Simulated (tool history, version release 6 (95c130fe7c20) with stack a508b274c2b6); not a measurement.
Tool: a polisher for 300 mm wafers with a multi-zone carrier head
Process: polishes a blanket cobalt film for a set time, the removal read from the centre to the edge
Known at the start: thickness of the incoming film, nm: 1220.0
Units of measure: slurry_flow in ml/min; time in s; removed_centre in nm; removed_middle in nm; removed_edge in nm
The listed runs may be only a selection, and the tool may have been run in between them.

run,hour,slurry_flow,centre_zone,middle_zone,edge_zone,time,removed_centre,removed_middle,removed_edge
1,0.0,260,1.00,1.00,1.00,64,389.37,397.30,402.87
2,7.5,275,1.04,1.04,1.02,67,421.99,428.06,421.14
3,10.4,275,1.04,1.04,1.02,73,463.08,466.38,466.55
4,14.2,285,1.07,1.07,1.02,74,482.65,485.89,464.02
5,20.6,290,1.09,1.09,1.03,75,497.53,497.24,470.75
6,21.9,290,1.13,1.09,1.03,75,511.74,511.18,486.14

For run 7, what comes out?
7,23.6,295,1.14,1.11,1.03,76,?,?,?

removed_centre: 536.15 nm
removed_middle: 528.06 nm
removed_edge: 478.27 nm

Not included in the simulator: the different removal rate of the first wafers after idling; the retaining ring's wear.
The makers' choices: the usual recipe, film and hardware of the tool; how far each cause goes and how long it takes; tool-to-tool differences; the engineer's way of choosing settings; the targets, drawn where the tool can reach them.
